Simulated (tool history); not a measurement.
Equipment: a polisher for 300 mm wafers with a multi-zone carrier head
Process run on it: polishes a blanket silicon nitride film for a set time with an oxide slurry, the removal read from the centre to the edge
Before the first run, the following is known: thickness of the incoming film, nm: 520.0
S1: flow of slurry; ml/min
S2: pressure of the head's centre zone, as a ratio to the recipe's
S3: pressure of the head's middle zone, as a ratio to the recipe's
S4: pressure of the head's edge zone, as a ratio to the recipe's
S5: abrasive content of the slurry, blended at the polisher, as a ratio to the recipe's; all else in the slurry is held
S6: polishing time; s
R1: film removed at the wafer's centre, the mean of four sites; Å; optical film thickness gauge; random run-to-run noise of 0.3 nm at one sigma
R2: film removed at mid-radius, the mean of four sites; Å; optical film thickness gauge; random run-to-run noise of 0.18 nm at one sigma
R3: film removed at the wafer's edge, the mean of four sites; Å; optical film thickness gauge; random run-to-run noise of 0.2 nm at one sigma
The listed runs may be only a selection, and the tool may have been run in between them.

{"run": 1, "hour": 0.0, "S1": 145, "S2": 1, "S3": 1, "S4": 1, "S5": 1, "S6": 48, "R1": 485.17, "R2": 455.89, "R3": 451.5}
{"run": 2, "hour": 8.1, "S1": 140, "S2": 1, "S3": 0.98, "S4": 0.99, "S5": 0.95, "S6": 48, "R1": 474.25, "R2": 438.36, "R3": 434.47}
{"run": 3, "hour": 14.7, "S1": 140, "S2": 1, "S3": 0.98, "S4": 0.99, "S5": 1.05, "S6": 48, "R1": 498.65, "R2": 455.27, "R3": 459.56}
{"run": 4, "hour": 15.6, "S1": 120, "S2": 1, "S3": 0.98, "S4": 0.99, "S5": 1.05, "S6": 48, "R1": 476.5, "R2": 439.43, "R3": 447.25}
{"hour": 22.7, "done": "centre zone pressure recalibrated"}
{"run": 5, "hour": 22.7, "S1": 145, "S2": 1, "S3": 0.98, "S4": 0.99, "S5": 1.05, "S6": 48, "R1": 456.09, "R2": 453.29, "R3": 458.04}
{"run": 6, "hour": 30.4, "S1": 145, "S2": 0.99, "S3": 0.96, "S4": 0.98, "S5": 1, "S6": 47, "R1": 435.55, "R2": 432.34, "R3": 440.27}
{"run": 7, "hour": 35.0, "S1": 140, "S2": 1, "S3": 0.95, "S4": 0.97, "S5": 0.95, "S6": 47, "R1": 430.52, "R2": 418.61, "R3": 430.85}

For run 8, what comes out?
{"run": 8, "hour": 39.8, "S1": 135, "S2": 1.01, "S3": 0.94, "S4": 0.96, "S5": 0.9, "S6": 46, "R1": "?", "R2": "?", "R3": "?"}

Logged for run 8: R1 413.17 Å, R2 396.35 Å, R3 406.05 Å.
